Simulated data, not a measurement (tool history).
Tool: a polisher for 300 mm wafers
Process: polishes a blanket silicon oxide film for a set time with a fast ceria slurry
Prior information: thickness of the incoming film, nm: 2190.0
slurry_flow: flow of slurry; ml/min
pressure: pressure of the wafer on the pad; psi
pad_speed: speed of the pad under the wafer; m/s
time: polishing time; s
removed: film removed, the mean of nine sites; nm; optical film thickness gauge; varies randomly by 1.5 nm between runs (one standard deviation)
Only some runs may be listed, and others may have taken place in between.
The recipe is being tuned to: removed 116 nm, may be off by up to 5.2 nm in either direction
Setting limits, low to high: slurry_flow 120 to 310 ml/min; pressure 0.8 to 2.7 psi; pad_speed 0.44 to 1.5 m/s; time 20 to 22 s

{"run": 1, "hour": 0.0, "slurry_flow": 200, "pressure": 1.7, "pad_speed": 0.96, "time": 22, "removed": 218.31}
{"run": 2, "hour": 0.9, "slurry_flow": 200, "pressure": 1.5, "pad_speed": 0.94, "time": 22, "removed": 188.87}
{"run": 3, "hour": 7.5, "slurry_flow": 200, "pressure": 1.9, "pad_speed": 0.94, "time": 22, "removed": 240.75}
{"run": 4, "hour": 13.3, "slurry_flow": 200, "pressure": 1.6, "pad_speed": 0.92, "time": 22, "removed": 198.45}
{"run": 5, "hour": 15.0, "slurry_flow": 200, "pressure": 1.4, "pad_speed": 0.9, "time": 22, "removed": 170.67}
{"run": 6, "hour": 16.1, "slurry_flow": 200, "pressure": 1.4, "pad_speed": 0.9, "time": 22, "removed": 169.96}
{"run": 7, "hour": 20.0, "slurry_flow": 200, "pressure": 1.3, "pad_speed": 0.9, "time": 22, "removed": 162.49}
{"run": 8, "hour": 26.0, "slurry_flow": 200, "pressure": 1.2, "pad_speed": 0.88, "time": 22, "removed": 145.39}
{"run": 9, "hour": 29.8, "slurry_flow": 200, "pressure": 1.1, "pad_speed": 0.88, "time": 22, "removed": 134.17}
{"run": 10, "hour": 38.2, "slurry_flow": 200, "pressure": 1, "pad_speed": 0.88, "time": 22, "removed": 120.01}

Consider the 4 candidate settings below. Which is the only one whose results all fall within their allowed miss of target?
{"run": "A", "hour": 46.6, "slurry_flow": 235, "pressure": 1.1, "pad_speed": 0.84, "time": 22, "removed": "?"}
{"run": "B", "hour": 46.6, "slurry_flow": 205, "pressure": 1, "pad_speed": 0.92, "time": 20, "removed": "?"}
{"run": "C", "hour": 46.6, "slurry_flow": 195, "pressure": 1, "pad_speed": 0.96, "time": 22, "removed": "?"}
{"run": "D", "hour": 46.6, "slurry_flow": 205, "pressure": 1.2, "pad_speed": 0.8, "time": 21, "removed": "?"}

move=A removed=129.01
move=B removed=115.58
move=C removed=131.91
move=D removed=126.17
A: moves away from the targets compared with the last run
B: each result inside its tolerance
C: moves away from the targets compared with the last run
D: moves away from the targets compared with the last run
The move that meets every target is B.

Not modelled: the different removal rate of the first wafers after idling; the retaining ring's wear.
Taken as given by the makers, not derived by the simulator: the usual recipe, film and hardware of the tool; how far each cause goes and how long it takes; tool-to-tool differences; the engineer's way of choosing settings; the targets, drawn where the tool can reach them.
